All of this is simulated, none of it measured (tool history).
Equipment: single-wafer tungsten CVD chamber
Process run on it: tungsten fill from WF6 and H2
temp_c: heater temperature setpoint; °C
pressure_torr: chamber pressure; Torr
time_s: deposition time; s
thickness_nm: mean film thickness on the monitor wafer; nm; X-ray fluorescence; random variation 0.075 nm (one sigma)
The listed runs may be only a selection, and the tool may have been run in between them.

run,hour,temp_c,pressure_torr,time_s,thickness_nm
1,0,375,30.1,22,39.041
2,6.9,372,30,22,36.331
3,9,372,32.1,22,37.044
4,16.9,380,32.1,22,44.748
5,18,376,31.9,22,40.729
6,21.1,373,31.8,22,37.874
7,27.5,371,31.7,22,36.142
8,30.4,369,31.6,22,34.239
9,38.1,368,31.5,22,33.481

Estimate the outcome of run 10 from the log above:
10,39.2,367,31.4,22,?

thickness_nm: 32.593 nm

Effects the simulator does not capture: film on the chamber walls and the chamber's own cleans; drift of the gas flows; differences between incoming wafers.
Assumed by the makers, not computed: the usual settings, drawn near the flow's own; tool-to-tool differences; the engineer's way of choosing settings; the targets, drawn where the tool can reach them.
